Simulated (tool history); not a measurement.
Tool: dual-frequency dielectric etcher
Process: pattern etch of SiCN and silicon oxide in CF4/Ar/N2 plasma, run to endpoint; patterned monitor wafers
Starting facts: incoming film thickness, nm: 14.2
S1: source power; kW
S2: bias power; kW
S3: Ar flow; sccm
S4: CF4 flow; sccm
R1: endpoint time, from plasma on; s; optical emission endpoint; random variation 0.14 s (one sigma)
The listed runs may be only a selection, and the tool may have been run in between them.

Run 1, hour 0: S1 0.34 kW, S2 0.06 kW, S3 97 sccm, S4 80 sccm. Result: R1 21.668 s.
Run 2, hour 2.9: S1 0.37 kW, S2 0.06 kW, S3 97 sccm, S4 80 sccm. Result: R1 19.806 s.
Run 3, hour 4.8: S1 0.35 kW, S2 0.06 kW, S3 97 sccm, S4 80 sccm. Result: R1 20.806 s.
Run 4, hour 11.2: S1 0.33 kW, S2 0.06 kW, S3 97 sccm, S4 80 sccm. Result: R1 22.034 s.
Run 5, hour 16.4: S1 0.33 kW, S2 0.06 kW, S3 97 sccm, S4 94 sccm. Result: R1 21.319 s.
Run 6, hour 19.5: S1 0.33 kW, S2 0.06 kW, S3 106 sccm, S4 94 sccm. Result: R1 21.563 s.
Run 7, hour 24.2: S1 0.31 kW, S2 0.06 kW, S3 106 sccm, S4 94 sccm. Result: R1 23.058 s.
Run 8, hour 30.6: S1 0.3 kW, S2 0.06 kW, S3 106 sccm, S4 94 sccm. Result: R1 23.597 s.
Run 9, hour 39.1: S1 0.29 kW, S2 0.06 kW, S3 106 sccm, S4 94 sccm. Result: R1 24.385 s.

Predict the results of run 10:
Run 10, hour 43.5: S1 0.26 kW, S2 0.06 kW, S3 106 sccm, S4 94 sccm. Result: R1 ?.

{"run 10": {"R1": 26.753}}

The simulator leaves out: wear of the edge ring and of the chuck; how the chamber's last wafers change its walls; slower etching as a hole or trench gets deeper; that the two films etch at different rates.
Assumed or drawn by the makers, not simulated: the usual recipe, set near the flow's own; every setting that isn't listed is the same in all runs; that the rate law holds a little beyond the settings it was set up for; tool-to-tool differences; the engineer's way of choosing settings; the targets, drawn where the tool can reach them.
